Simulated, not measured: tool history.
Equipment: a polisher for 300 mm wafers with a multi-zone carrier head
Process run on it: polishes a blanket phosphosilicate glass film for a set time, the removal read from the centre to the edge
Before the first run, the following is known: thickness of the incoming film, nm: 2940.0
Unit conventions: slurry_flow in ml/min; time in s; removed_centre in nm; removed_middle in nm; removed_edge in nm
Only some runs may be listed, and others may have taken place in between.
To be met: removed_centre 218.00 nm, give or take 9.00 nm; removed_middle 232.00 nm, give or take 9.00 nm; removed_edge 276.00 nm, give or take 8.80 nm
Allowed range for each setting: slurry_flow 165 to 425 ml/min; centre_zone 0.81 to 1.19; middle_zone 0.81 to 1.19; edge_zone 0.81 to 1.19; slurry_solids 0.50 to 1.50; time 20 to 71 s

{"run": 1, "hour": 0.0, "slurry_flow": 275, "centre_zone": 1.0, "middle_zone": 1.0, "edge_zone": 1.0, "slurry_solids": 1.0, "time": 45, "removed_centre": 411.23, "removed_middle": 384.11, "removed_edge": 384.89}
{"run": 2, "hour": 7.9, "slurry_flow": 275, "centre_zone": 0.94, "middle_zone": 1.0, "edge_zone": 1.0, "slurry_solids": 1.0, "time": 45, "removed_centre": 386.16, "removed_middle": 393.71, "removed_edge": 389.87}
{"run": 3, "hour": 15.2, "slurry_flow": 265, "centre_zone": 0.91, "middle_zone": 0.96, "edge_zone": 1.03, "slurry_solids": 0.85, "time": 43, "removed_centre": 329.64, "removed_middle": 341.92, "removed_edge": 352.26}
{"run": 4, "hour": 22.7, "slurry_flow": 255, "centre_zone": 0.89, "middle_zone": 0.92, "edge_zone": 1.05, "slurry_solids": 0.75, "time": 42, "removed_centre": 303.41, "removed_middle": 305.93, "removed_edge": 333.95}
{"run": 5, "hour": 27.8, "slurry_flow": 245, "centre_zone": 0.87, "middle_zone": 0.91, "edge_zone": 1.07, "slurry_solids": 0.7, "time": 41, "removed_centre": 277.01, "removed_middle": 276.19, "removed_edge": 313.01}
{"run": 6, "hour": 33.5, "slurry_flow": 235, "centre_zone": 0.85, "middle_zone": 0.92, "edge_zone": 1.1, "slurry_solids": 0.65, "time": 41, "removed_centre": 267.07, "removed_middle": 277.54, "removed_edge": 305.9}
{"run": 7, "hour": 41.8, "slurry_flow": 240, "centre_zone": 0.84, "middle_zone": 0.91, "edge_zone": 1.12, "slurry_solids": 0.6, "time": 40, "removed_centre": 249.97, "removed_middle": 260.48, "removed_edge": 290.13}
{"run": 8, "hour": 50.0, "slurry_flow": 240, "centre_zone": 0.84, "middle_zone": 0.91, "edge_zone": 1.12, "slurry_solids": 0.6, "time": 40, "removed_centre": 250.29, "removed_middle": 256.53, "removed_edge": 288.82}
{"hour": 57.3, "done": "centre zone pressure recalibrated"}
{"run": 9, "hour": 57.3, "slurry_flow": 220, "centre_zone": 0.83, "middle_zone": 0.91, "edge_zone": 1.14, "slurry_solids": 0.6, "time": 40, "removed_centre": 220.99, "removed_middle": 252.09, "removed_edge": 298.37}
{"run": 10, "hour": 60.6, "slurry_flow": 220, "centre_zone": 0.83, "middle_zone": 0.91, "edge_zone": 1.14, "slurry_solids": 0.6, "time": 40, "removed_centre": 223.76, "removed_middle": 252.25, "removed_edge": 293.1}

Of the 5 settings listed for the next run, only one would bring every result within its allowed miss of target. Which one?
{"run": "A", "hour": 63.9, "slurry_flow": 165, "centre_zone": 0.89, "middle_zone": 0.9, "edge_zone": 1.13, "slurry_solids": 0.6, "time": 39, "removed_centre": "?", "removed_middle": "?", "removed_edge": "?"}
{"run": "B", "hour": 63.9, "slurry_flow": 205, "centre_zone": 0.88, "middle_zone": 0.91, "edge_zone": 1.19, "slurry_solids": 0.5, "time": 45, "removed_centre": "?", "removed_middle": "?", "removed_edge": "?"}
{"run": "C", "hour": 63.9, "slurry_flow": 185, "centre_zone": 0.82, "middle_zone": 1.06, "edge_zone": 1.08, "slurry_solids": 0.75, "time": 36, "removed_centre": "?", "removed_middle": "?", "removed_edge": "?"}
{"run": "D", "hour": 63.9, "slurry_flow": 185, "centre_zone": 0.81, "middle_zone": 0.97, "edge_zone": 1.1, "slurry_solids": 0.6, "time": 44, "removed_centre": "?", "removed_middle": "?", "removed_edge": "?"}
{"run": "E", "hour": 63.9, "slurry_flow": 280, "centre_zone": 0.82, "middle_zone": 1.0, "edge_zone": 1.13, "slurry_solids": 0.65, "time": 40, "removed_centre": "?", "removed_middle": "?", "removed_edge": "?"}

move=A removed_centre=219.23 removed_middle=230.16 removed_edge=278.28
move=B removed_centre=243.46 removed_middle=259.52 removed_edge=314.51
move=C removed_centre=209.24 removed_middle=272.77 removed_edge=279.37
move=D removed_centre=231.00 removed_middle=283.02 removed_edge=315.28
move=E removed_centre=235.04 removed_middle=289.63 removed_edge=313.14
A: every result within its allowed miss
B: the biggest miss grows against the last run
C: the biggest miss grows against the last run
D: the biggest miss grows against the last run
E: the biggest miss grows against the last run
The right move is A.
